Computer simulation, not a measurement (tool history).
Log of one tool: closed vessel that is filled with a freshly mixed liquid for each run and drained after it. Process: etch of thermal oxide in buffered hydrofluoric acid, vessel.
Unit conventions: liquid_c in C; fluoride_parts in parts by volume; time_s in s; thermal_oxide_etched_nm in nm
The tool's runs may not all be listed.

run 1 hour=0 | liquid_c=24 fluoride_parts=9 time_s=95 | thermal_oxide_etched_nm=106.13
run 2 hour=2.6 | liquid_c=22.5 fluoride_parts=9 time_s=95 | thermal_oxide_etched_nm=98.608
run 3 hour=5.9 | liquid_c=21 fluoride_parts=9 time_s=95 | thermal_oxide_etched_nm=89.299
run 4 hour=13.1 | liquid_c=21 fluoride_parts=9 time_s=105 | thermal_oxide_etched_nm=99.869
run 5 hour=21.4 | liquid_c=24.5 fluoride_parts=9 time_s=105 | thermal_oxide_etched_nm=122.54
run 6 hour=29.4 | liquid_c=27 fluoride_parts=9 time_s=105 | thermal_oxide_etched_nm=137.12

Forecast run 7:
run 7 hour=34 | liquid_c=24.5 fluoride_parts=9.5 time_s=105 | thermal_oxide_etched_nm=?

{"run 7": {"thermal_oxide_etched_nm": 116.45}}
